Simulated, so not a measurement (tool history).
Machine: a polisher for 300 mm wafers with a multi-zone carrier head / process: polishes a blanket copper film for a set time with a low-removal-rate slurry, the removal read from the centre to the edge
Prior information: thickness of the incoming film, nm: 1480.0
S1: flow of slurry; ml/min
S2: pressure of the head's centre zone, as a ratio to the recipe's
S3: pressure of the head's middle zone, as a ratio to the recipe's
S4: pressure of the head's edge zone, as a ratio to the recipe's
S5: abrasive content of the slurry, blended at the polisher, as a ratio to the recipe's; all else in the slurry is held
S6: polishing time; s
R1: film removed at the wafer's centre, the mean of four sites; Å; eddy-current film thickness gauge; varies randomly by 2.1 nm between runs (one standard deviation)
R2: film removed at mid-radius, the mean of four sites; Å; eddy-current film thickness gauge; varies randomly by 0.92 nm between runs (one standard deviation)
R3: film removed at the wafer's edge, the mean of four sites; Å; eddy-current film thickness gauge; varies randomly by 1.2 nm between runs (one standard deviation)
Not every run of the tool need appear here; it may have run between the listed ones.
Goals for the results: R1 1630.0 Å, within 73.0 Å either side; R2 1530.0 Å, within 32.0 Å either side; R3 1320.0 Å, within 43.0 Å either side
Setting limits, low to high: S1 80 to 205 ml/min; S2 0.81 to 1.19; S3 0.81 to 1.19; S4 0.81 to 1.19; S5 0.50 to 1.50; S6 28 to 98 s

| run | day | S1 | S2 | S3 | S4 | S5 | S6 | R1 | R2 | R3 |
|---|---|---|---|---|---|---|---|---|---|---|
| 1 | 0.000 | 135 | 1.00 | 1.00 | 1.00 | 1.00 | 63 | 1366.2 | 1394.8 | 1423.0 |
| 2 | 0.288 | 145 | 1.03 | 1.02 | 0.96 | 0.95 | 63 | 1387.0 | 1448.4 | 1371.4 |
| 3 | 0.408 | 145 | 1.03 | 0.97 | 0.96 | 0.95 | 63 | 1450.8 | 1366.3 | 1370.5 |
| 4 | 0.492 | 145 | 0.97 | 0.97 | 0.96 | 0.95 | 63 | 1327.4 | 1372.4 | 1377.2 |
| 5 | 0.562 | 145 | 0.97 | 1.04 | 0.96 | 0.95 | 63 | 1319.6 | 1464.3 | 1356.5 |
| 6 | 0.825 | 155 | 1.00 | 1.03 | 0.94 | 0.95 | 63 | 1390.0 | 1457.4 | 1378.9 |
| 7 | 0.962 | 160 | 1.03 | 1.04 | 0.92 | 0.95 | 63 | 1463.6 | 1485.5 | 1389.4 |
| 8 | 1.146 | 165 | 1.05 | 1.05 | 0.90 | 0.90 | 63 | 1453.5 | 1486.9 | 1337.7 |
| 9 | 1.179 | 170 | 1.07 | 1.05 | 0.89 | 0.90 | 63 | 1494.1 | 1495.6 | 1348.2 |
| 10 | 1.221 | 175 | 1.09 | 1.05 | 0.87 | 0.90 | 63 | 1569.6 | 1507.4 | 1354.9 |
| 11 | 1.483 | 175 | 1.09 | 1.05 | 0.87 | 0.90 | 63 | 1526.0 | 1508.5 | 1341.5 |

Which single option among these 4 for the next run brings every result within its allowed miss of target? Just one does.
| A | 1.746 | 185 | 0.96 | 1.05 | 0.92 | 0.85 | 63 | ? | ? | ? |
| B | 1.746 | 170 | 1.05 | 1.09 | 0.89 | 0.85 | 62 | ? | ? | ? |
| C | 1.746 | 185 | 1.17 | 1.11 | 0.89 | 1.10 | 59 | ? | ? | ? |
| D | 1.746 | 185 | 1.00 | 1.05 | 0.81 | 1.05 | 61 | ? | ? | ? |

| move | R1 | R2 | R3 |
|---|---|---|---|
| A | 1385.7 | 1499.5 | 1377.8 |
| B | 1467.7 | 1497.5 | 1319.9 |
| C | 1646.5 | 1525.8 | 1321.2 |
| D | 1443.8 | 1500.0 | 1299.2 |
A: its largest miss is bigger than the last run's
B: its largest miss is bigger than the last run's
C: all results land within tolerance of their targets
D: its largest miss is bigger than the last run's
The right move is C.
